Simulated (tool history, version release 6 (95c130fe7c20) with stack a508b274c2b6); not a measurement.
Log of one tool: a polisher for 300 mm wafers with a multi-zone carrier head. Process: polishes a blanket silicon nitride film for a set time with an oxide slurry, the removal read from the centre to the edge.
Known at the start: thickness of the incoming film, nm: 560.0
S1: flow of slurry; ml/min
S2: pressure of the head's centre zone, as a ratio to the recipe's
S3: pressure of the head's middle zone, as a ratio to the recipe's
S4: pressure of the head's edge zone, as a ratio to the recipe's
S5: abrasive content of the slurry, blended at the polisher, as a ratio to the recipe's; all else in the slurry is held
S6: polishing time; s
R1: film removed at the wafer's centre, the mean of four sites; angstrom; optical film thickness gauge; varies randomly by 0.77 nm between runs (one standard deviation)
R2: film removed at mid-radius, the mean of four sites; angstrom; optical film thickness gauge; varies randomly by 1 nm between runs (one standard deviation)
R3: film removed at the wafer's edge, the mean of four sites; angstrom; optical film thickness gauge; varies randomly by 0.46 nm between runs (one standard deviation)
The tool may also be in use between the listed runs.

Run 1, day 0.000: S1 210 ml/min, S2 1.00, S3 1.00, S4 1.00, S5 1.00, S6 84 s. Result: R1 897.94 angstrom, R2 952.63 angstrom, R3 919.15 angstrom.
Run 2, day 0.233: S1 205 ml/min, S2 1.00, S3 0.99, S4 0.98, S5 0.95, S6 84 s. Result: R1 873.96 angstrom, R2 900.64 angstrom, R3 880.09 angstrom.
Run 3, day 0.425: S1 200 ml/min, S2 1.00, S3 0.99, S4 0.96, S5 0.90, S6 84 s. Result: R1 830.01 angstrom, R2 843.70 angstrom, R3 833.25 angstrom.
Run 4, day 0.454: S1 195 ml/min, S2 1.00, S3 0.99, S4 0.94, S5 0.90, S6 84 s. Result: R1 829.04 angstrom, R2 864.94 angstrom, R3 826.39 angstrom.
Run 5, day 0.567: S1 195 ml/min, S2 1.00, S3 0.99, S4 0.94, S5 0.70, S6 84 s. Result: R1 680.02 angstrom, R2 708.29 angstrom, R3 674.35 angstrom.
Run 6, day 0.742: S1 195 ml/min, S2 1.00, S3 0.99, S4 0.94, S5 0.70, S6 100 s. Result: R1 806.85 angstrom, R2 828.21 angstrom, R3 809.30 angstrom.
Run 7, day 0.792: S1 190 ml/min, S2 1.00, S3 0.99, S4 0.93, S5 0.70, S6 100 s. Result: R1 794.32 angstrom, R2 835.38 angstrom, R3 795.58 angstrom.
Run 8, day 0.962: S1 185 ml/min, S2 1.00, S3 0.98, S4 0.92, S5 0.70, S6 100 s. Result: R1 798.75 angstrom, R2 805.18 angstrom, R3 799.29 angstrom.
Run 9, day 1.129: S1 185 ml/min, S2 1.00, S3 0.98, S4 0.91, S5 0.70, S6 100 s. Result: R1 796.43 angstrom, R2 805.00 angstrom, R3 787.49 angstrom.
Run 10, day 1.433: S1 180 ml/min, S2 1.00, S3 0.98, S4 0.90, S5 0.70, S6 100 s. Result: R1 798.31 angstrom, R2 809.48 angstrom, R3 777.05 angstrom.
Run 11, day 1.546: S1 175 ml/min, S2 1.00, S3 0.97, S4 0.89, S5 0.70, S6 100 s. Result: R1 786.91 angstrom, R2 803.86 angstrom, R3 781.10 angstrom.
Run 12, day 1.912: S1 175 ml/min, S2 1.00, S3 0.97, S4 0.89, S5 0.70, S6 100 s. Result: R1 776.19 angstrom, R2 812.22 angstrom, R3 782.86 angstrom.
Run 13, day 2.129: S1 175 ml/min, S2 1.01, S3 0.97, S4 0.88, S5 0.70, S6 100 s. Result: R1 808.42 angstrom, R2 785.01 angstrom, R3 772.86 angstrom.
Run 14, day 2.296: S1 170 ml/min, S2 1.01, S3 0.97, S4 0.87, S5 0.70, S6 100 s. Result: R1 791.51 angstrom, R2 777.15 angstrom, R3 773.47 angstrom.
Run 15, day 2.604: S1 170 ml/min, S2 1.05, S3 0.99, S4 0.81, S5 0.55, S6 100 s. Result: R1 618.78 angstrom, R2 606.65 angstrom, R3 572.64 angstrom.

Expected results for the next run?
Run 16, day 2.775: S1 170 ml/min, S2 1.05, S3 0.99, S4 0.81, S5 0.55, S6 100 s. Result: R1 ?, R2 ?, R3 ?.

{"run 16": {"R1": 616.92, "R2": 612.93, "R3": 573.19}}
